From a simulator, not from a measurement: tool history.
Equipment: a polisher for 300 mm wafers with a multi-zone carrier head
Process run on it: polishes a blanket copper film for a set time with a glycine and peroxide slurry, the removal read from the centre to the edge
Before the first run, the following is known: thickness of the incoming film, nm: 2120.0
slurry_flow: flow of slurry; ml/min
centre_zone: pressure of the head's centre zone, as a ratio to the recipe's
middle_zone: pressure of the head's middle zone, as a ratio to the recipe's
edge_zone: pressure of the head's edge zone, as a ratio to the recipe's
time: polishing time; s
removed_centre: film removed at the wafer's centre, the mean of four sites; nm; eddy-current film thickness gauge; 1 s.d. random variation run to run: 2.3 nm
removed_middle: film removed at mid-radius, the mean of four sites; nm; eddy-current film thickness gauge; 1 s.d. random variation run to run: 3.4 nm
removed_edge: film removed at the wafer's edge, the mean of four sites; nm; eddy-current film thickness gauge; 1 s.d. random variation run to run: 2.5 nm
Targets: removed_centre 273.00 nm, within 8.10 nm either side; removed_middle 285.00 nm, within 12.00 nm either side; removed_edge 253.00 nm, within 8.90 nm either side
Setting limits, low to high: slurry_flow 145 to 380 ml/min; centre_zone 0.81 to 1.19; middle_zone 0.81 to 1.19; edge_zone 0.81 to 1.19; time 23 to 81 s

run	hour	slurry_flow	centre_zone	middle_zone	edge_zone	time	removed_centre	removed_middle	removed_edge
1	0.0	245	1.00	1.00	1.00	52	199.53	197.24	202.43
2	6.7	245	1.00	0.96	1.00	52	203.07	191.80	199.04
3	10.6	245	1.00	0.96	1.06	52	197.90	187.24	204.34
4	15.7	245	1.00	0.89	1.06	52	200.73	177.89	205.45
5	23.0	255	1.02	0.96	1.04	55	215.72	203.87	209.09
6	26.9	250	1.03	0.99	1.04	58	229.41	217.46	221.97
7	32.2	255	1.04	1.02	1.04	60	245.68	227.20	239.62
8	38.6	270	1.04	1.06	1.00	61	247.51	241.67	234.68
9	43.1	275	1.04	1.09	0.99	62	250.06	254.99	238.03
10	49.0	280	1.05	1.11	0.99	63	256.71	263.93	244.32
11	57.0	285	1.06	1.12	0.99	63	259.97	263.53	242.91
12	63.7	285	1.06	1.13	0.99	64	268.48	269.95	242.59
13	65.4	285	1.06	1.14	0.99	64	263.08	278.01	246.18
14	70.0	285	1.06	1.14	1.00	64	265.30	273.66	249.72

Next run, 4 choices. One meets every target within its allowed miss, the rest don't. Which?
A	74.6	300	1.06	1.15	0.99	66	?	?	?
B	74.6	295	1.08	1.09	1.00	64	?	?	?
C	74.6	305	1.11	1.09	1.10	62	?	?	?
D	74.6	265	0.96	1.16	0.95	69	?	?	?

move	removed_centre	removed_middle	removed_edge
A	272.35	283.05	252.40
B	268.19	261.68	245.75
C	267.50	254.23	249.25
D	256.05	294.64	256.71
A: all results land within tolerance of their targets
B: corrects the largest miss of the last run, while another result sits out of spec
C: corrects the largest miss of the last run, while another result sits out of spec
D: moves away from the targets compared with the last run
A is the move that brings every result within its allowed miss.
